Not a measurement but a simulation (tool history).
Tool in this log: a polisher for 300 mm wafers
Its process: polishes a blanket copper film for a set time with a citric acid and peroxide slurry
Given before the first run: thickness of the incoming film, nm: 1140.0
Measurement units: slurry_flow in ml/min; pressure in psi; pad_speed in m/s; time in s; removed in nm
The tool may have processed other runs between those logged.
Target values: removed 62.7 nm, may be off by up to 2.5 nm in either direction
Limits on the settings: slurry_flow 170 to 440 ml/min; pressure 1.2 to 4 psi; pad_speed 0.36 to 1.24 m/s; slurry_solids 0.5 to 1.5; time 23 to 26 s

run 1 hour=0 | slurry_flow=280 pressure=2.6 pad_speed=0.8 slurry_solids=1 time=26 | removed=40.53
run 2 hour=6.5 | slurry_flow=280 pressure=2.6 pad_speed=0.8 slurry_solids=1 time=23 | removed=36.008
run 3 hour=14.8 | slurry_flow=280 pressure=2.8 pad_speed=0.8 slurry_solids=1 time=23 | removed=37.438
run 4 hour=16.1 | slurry_flow=280 pressure=2.8 pad_speed=0.8 slurry_solids=1.1 time=23 | removed=38.5
run 5 hour=19.7 | slurry_flow=280 pressure=3 pad_speed=0.82 slurry_solids=1.1 time=23 | removed=41.737
run 6 hour=24.7 | slurry_flow=280 pressure=3 pad_speed=0.82 slurry_solids=1.25 time=23 | removed=42.736
run 7 hour=28.3 | slurry_flow=280 pressure=3.7 pad_speed=0.84 slurry_solids=1.25 time=23 | removed=51.934
-- hour=34.8 slurry nozzle cleaned
run 8 hour=34.8 | slurry_flow=280 pressure=3.7 pad_speed=0.86 slurry_solids=1.25 time=23 | removed=55.319

Pick the move, out of 5, that brings all results within their allowed miss; only one does.
run A hour=41.3 | slurry_flow=300 pressure=3.6 pad_speed=0.84 slurry_solids=1.25 time=25 | removed=?
run B hour=41.3 | slurry_flow=255 pressure=3.9 pad_speed=0.92 slurry_solids=1.25 time=25 | removed=?
run C hour=41.3 | slurry_flow=295 pressure=3.9 pad_speed=0.88 slurry_solids=1.25 time=24 | removed=?
run D hour=41.3 | slurry_flow=280 pressure=4 pad_speed=0.66 slurry_solids=1.3 time=26 | removed=?
run E hour=41.3 | slurry_flow=295 pressure=3.3 pad_speed=0.82 slurry_solids=1.25 time=23 | removed=?

move=A removed=59.436
move=B removed=68.909
move=C removed=63.979
move=D removed=53.898
move=E removed=49.477
A: nearer the targets than the last run, but a result is still out of spec
B: moves the result that the last run missed by most past its target, out the other side
C: every result within its allowed miss
D: moves away from the targets compared with the last run
E: moves away from the targets compared with the last run
Answer: C
